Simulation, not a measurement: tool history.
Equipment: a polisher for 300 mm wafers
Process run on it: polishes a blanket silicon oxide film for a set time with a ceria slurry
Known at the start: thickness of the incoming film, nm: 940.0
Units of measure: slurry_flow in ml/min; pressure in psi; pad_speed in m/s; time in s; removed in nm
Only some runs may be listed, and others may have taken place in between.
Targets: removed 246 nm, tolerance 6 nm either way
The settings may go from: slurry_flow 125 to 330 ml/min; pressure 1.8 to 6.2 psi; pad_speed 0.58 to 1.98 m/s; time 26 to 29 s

{"run": 1, "day": 0.0, "slurry_flow": 210, "pressure": 4, "pad_speed": 1.28, "time": 29, "removed": 173.22}
{"run": 2, "day": 0.267, "slurry_flow": 230, "pressure": 4, "pad_speed": 1.28, "time": 29, "removed": 176.37}
{"run": 3, "day": 0.533, "slurry_flow": 235, "pressure": 4.1, "pad_speed": 1.28, "time": 29, "removed": 180.22}
{"run": 4, "day": 0.654, "slurry_flow": 235, "pressure": 4.1, "pad_speed": 1.28, "time": 26, "removed": 163.02}
{"run": 5, "day": 0.704, "slurry_flow": 255, "pressure": 4.1, "pad_speed": 1.28, "time": 26, "removed": 161.74}
{"run": 6, "day": 0.758, "slurry_flow": 255, "pressure": 4.9, "pad_speed": 1.28, "time": 26, "removed": 195.04}
{"run": 7, "day": 1.083, "slurry_flow": 255, "pressure": 5, "pad_speed": 1.28, "time": 26, "removed": 198.08}
{"run": 8, "day": 1.371, "slurry_flow": 255, "pressure": 5.1, "pad_speed": 1.28, "time": 26, "removed": 201.4}
{"run": 9, "day": 1.538, "slurry_flow": 255, "pressure": 5.2, "pad_speed": 1.28, "time": 26, "removed": 205.69}
{"run": 10, "day": 1.604, "slurry_flow": 255, "pressure": 5.3, "pad_speed": 1.28, "time": 26, "removed": 209.3}
{"run": 11, "day": 1.938, "slurry_flow": 255, "pressure": 5.4, "pad_speed": 1.28, "time": 26, "removed": 214.27}
{"run": 12, "day": 2.15, "slurry_flow": 280, "pressure": 6, "pad_speed": 1.28, "time": 26, "removed": 239.45}

Of the 4 settings listed for the next run, only one would bring every result within its allowed miss of target. Which one?
{"run": "A", "day": 2.362, "slurry_flow": 205, "pressure": 6.1, "pad_speed": 1.4, "time": 27, "removed": "?"}
{"run": "B", "day": 2.362, "slurry_flow": 295, "pressure": 5.3, "pad_speed": 1.36, "time": 27, "removed": "?"}
{"run": "C", "day": 2.362, "slurry_flow": 310, "pressure": 5.8, "pad_speed": 1.24, "time": 26, "removed": "?"}
{"run": "D", "day": 2.362, "slurry_flow": 280, "pressure": 5.9, "pad_speed": 1.16, "time": 29, "removed": "?"}

move=A removed=255.48
move=B removed=227.36
move=C removed=224.49
move=D removed=240.39
A: takes the biggest miss from the last run beyond its target
B: the biggest miss grows against the last run
C: the biggest miss grows against the last run
D: hits every target within its allowed miss
Go with D: it meets all targets.
